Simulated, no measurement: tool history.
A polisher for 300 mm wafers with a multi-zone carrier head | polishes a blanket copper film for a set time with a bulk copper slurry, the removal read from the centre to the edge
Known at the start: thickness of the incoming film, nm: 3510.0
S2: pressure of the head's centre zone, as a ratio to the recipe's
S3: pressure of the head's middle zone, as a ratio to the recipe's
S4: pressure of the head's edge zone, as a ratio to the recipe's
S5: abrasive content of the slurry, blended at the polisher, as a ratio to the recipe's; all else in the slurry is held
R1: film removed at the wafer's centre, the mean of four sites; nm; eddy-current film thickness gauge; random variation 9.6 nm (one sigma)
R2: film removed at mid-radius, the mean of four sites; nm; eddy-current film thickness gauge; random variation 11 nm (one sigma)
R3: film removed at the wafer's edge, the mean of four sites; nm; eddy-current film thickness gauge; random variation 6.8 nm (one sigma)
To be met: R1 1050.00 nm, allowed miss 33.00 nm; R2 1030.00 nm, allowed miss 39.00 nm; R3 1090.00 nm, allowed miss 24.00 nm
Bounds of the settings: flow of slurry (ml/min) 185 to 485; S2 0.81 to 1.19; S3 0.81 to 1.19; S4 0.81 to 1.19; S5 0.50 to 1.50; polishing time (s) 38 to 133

{"run": 1, "hour": 0.0, "flow of slurry (ml/min)": 310, "S2": 1.0, "S3": 1.0, "S4": 1.0, "S5": 1.0, "polishing time (s)": 85, "R1": 956.04, "R2": 931.36, "R3": 924.95}
{"run": 2, "hour": 3.3, "flow of slurry (ml/min)": 320, "S2": 1.0, "S3": 1.01, "S4": 1.05, "S5": 1.05, "polishing time (s)": 85, "R1": 937.0, "R2": 946.64, "R3": 974.47}
{"run": 3, "hour": 11.0, "flow of slurry (ml/min)": 330, "S2": 1.03, "S3": 1.02, "S4": 1.07, "S5": 1.1, "polishing time (s)": 85, "R1": 970.16, "R2": 957.9, "R3": 993.03}
{"run": 4, "hour": 16.2, "flow of slurry (ml/min)": 330, "S2": 1.09, "S3": 1.02, "S4": 1.07, "S5": 1.1, "polishing time (s)": 85, "R1": 1015.9, "R2": 974.16, "R3": 979.99}
{"run": 5, "hour": 18.6, "flow of slurry (ml/min)": 330, "S2": 1.09, "S3": 0.96, "S4": 1.07, "S5": 1.1, "polishing time (s)": 85, "R1": 1032.9, "R2": 927.0, "R3": 993.67}
{"run": 6, "hour": 19.2, "flow of slurry (ml/min)": 340, "S2": 1.09, "S3": 0.98, "S4": 1.09, "S5": 1.15, "polishing time (s)": 85, "R1": 1042.4, "R2": 950.12, "R3": 1002.1}
{"run": 7, "hour": 21.8, "flow of slurry (ml/min)": 340, "S2": 1.09, "S3": 0.98, "S4": 1.09, "S5": 1.15, "polishing time (s)": 85, "R1": 1042.6, "R2": 963.05, "R3": 1016.2}
{"run": 8, "hour": 26.9, "flow of slurry (ml/min)": 355, "S2": 1.09, "S3": 0.99, "S4": 1.11, "S5": 1.2, "polishing time (s)": 85, "R1": 1042.5, "R2": 978.92, "R3": 1028.5}
{"run": 9, "hour": 30.2, "flow of slurry (ml/min)": 360, "S2": 1.09, "S3": 1.0, "S4": 1.13, "S5": 1.25, "polishing time (s)": 85, "R1": 1048.9, "R2": 1014.8, "R3": 1044.3}
{"run": 10, "hour": 33.8, "flow of slurry (ml/min)": 365, "S2": 1.09, "S3": 1.0, "S4": 1.15, "S5": 1.25, "polishing time (s)": 85, "R1": 1068.8, "R2": 986.5, "R3": 1059.7}

4 next moves are on the table. One of them brings every result within its allowed miss. Which?
{"run": "A", "hour": 37.4, "flow of slurry (ml/min)": 305, "S2": 1.13, "S3": 0.95, "S4": 1.19, "S5": 1.25, "polishing time (s)": 87, "R1": "?", "R2": "?", "R3": "?"}
{"run": "B", "hour": 37.4, "flow of slurry (ml/min)": 355, "S2": 0.99, "S3": 0.99, "S4": 1.09, "S5": 1.4, "polishing time (s)": 87, "R1": "?", "R2": "?", "R3": "?"}
{"run": "C", "hour": 37.4, "flow of slurry (ml/min)": 365, "S2": 1.13, "S3": 1.1, "S4": 1.09, "S5": 1.3, "polishing time (s)": 84, "R1": "?", "R2": "?", "R3": "?"}
{"run": "D", "hour": 37.4, "flow of slurry (ml/min)": 385, "S2": 1.12, "S3": 0.92, "S4": 1.1, "S5": 0.95, "polishing time (s)": 89, "R1": "?", "R2": "?", "R3": "?"}

move=A R1=1103.50 R2=957.69 R3=1097.20
move=B R1=1037.60 R2=1027.60 R3=1085.90
move=C R1=1091.70 R2=1060.40 R3=1030.10
move=D R1=1069.20 R2=910.44 R3=1022.90
A: brings the result that was furthest off to its target, and leaves another outside
B: meets every target
C: further off than the last run
D: further off than the last run
Answer: B
